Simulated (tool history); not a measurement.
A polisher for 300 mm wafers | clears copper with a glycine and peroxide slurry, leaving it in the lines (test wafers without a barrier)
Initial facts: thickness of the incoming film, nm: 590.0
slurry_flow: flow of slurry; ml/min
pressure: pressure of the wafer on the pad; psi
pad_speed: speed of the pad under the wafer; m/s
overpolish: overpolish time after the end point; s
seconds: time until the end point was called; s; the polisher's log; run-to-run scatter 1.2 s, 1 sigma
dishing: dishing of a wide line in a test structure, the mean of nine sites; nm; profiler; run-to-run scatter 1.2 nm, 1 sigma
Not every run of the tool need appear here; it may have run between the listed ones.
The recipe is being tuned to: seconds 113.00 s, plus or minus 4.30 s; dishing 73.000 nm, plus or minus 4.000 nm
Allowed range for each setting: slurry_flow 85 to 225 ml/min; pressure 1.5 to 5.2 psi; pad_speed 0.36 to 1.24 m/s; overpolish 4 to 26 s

Run 1, day 0.000: slurry_flow 145 ml/min, pressure 3.3 psi, pad_speed 0.80 m/s, overpolish 13 s. Result: seconds 123.76 s, dishing 46.112 nm.
Run 2, day 0.129: slurry_flow 145 ml/min, pressure 3.4 psi, pad_speed 0.80 m/s, overpolish 14 s. Result: seconds 121.49 s, dishing 50.352 nm.
Run 3, day 0.192: slurry_flow 145 ml/min, pressure 3.4 psi, pad_speed 0.80 m/s, overpolish 11 s. Result: seconds 123.44 s, dishing 40.921 nm.
Run 4, day 0.442: slurry_flow 130 ml/min, pressure 3.4 psi, pad_speed 0.80 m/s, overpolish 11 s. Result: seconds 125.65 s, dishing 39.967 nm.
Run 5, day 0.788: slurry_flow 130 ml/min, pressure 2.6 psi, pad_speed 0.80 m/s, overpolish 11 s. Result: seconds 153.53 s, dishing 32.247 nm.
Run 6, day 0.942: slurry_flow 130 ml/min, pressure 2.0 psi, pad_speed 0.80 m/s, overpolish 11 s. Result: seconds 188.86 s, dishing 27.145 nm.
Run 7, day 1.067: slurry_flow 130 ml/min, pressure 2.3 psi, pad_speed 0.80 m/s, overpolish 12 s. Result: seconds 170.28 s, dishing 33.757 nm.
Run 8, day 1.429: slurry_flow 125 ml/min, pressure 2.6 psi, pad_speed 0.80 m/s, overpolish 13 s. Result: seconds 156.73 s, dishing 38.519 nm.
Run 9, day 1.671: slurry_flow 125 ml/min, pressure 3.6 psi, pad_speed 0.82 m/s, overpolish 19 s. Result: seconds 119.26 s, dishing 66.673 nm.
Run 10, day 1.958: slurry_flow 130 ml/min, pressure 3.6 psi, pad_speed 0.82 m/s, overpolish 19 s. Result: seconds 119.58 s, dishing 66.206 nm.

Which one of the following 5 next-run settings gets every result inside its allowed miss? There is exactly one.
Run A, day 2.246: slurry_flow 120 ml/min, pressure 4.0 psi, pad_speed 0.80 m/s, overpolish 23 s. Result: seconds ?, dishing ?.
Run B, day 2.246: slurry_flow 130 ml/min, pressure 3.6 psi, pad_speed 1.02 m/s, overpolish 18 s. Result: seconds ?, dishing ?.
Run C, day 2.246: slurry_flow 135 ml/min, pressure 3.7 psi, pad_speed 0.84 m/s, overpolish 23 s. Result: seconds ?, dishing ?.
Run D, day 2.246: slurry_flow 110 ml/min, pressure 3.3 psi, pad_speed 0.90 m/s, overpolish 22 s. Result: seconds ?, dishing ?.
Run E, day 2.246: slurry_flow 110 ml/min, pressure 3.4 psi, pad_speed 0.98 m/s, overpolish 20 s. Result: seconds ?, dishing ?.

move  seconds  dishing
   A   112.76   80.420
   B   100.84   71.615
   C   112.95   79.959
   D   123.32   71.541
   E   113.14   70.954
A: takes the result that was furthest off past its target
B: the furthest-off result lands on target, but another misses its tolerance
C: takes the result that was furthest off past its target
D: the furthest-off result lands on target, but another misses its tolerance
E: in spec on every target
The move that meets every target is E.
